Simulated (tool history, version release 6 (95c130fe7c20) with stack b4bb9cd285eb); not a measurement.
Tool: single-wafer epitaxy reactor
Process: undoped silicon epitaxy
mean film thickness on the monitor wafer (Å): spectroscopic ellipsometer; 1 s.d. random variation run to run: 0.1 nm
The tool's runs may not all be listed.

run	day	wafer temperature setpoint (pyrometer-controlled) (deg C)	deposition time (s)	mean film thickness on the monitor wafer (Å)
1	0.000	655	155	295.61
2	0.317	655	136	259.78
3	0.450	662	139	306.61
4	0.575	662	147	323.17
5	0.904	662	134	294.50
6	0.950	656	134	260.53
7	1.046	662	138	303.73
8	1.217	667	141	343.65

What will run 9 give?
9	1.383	670	143	?

Run 9 gave mean film thickness on the monitor wafer (Å) 368.91.
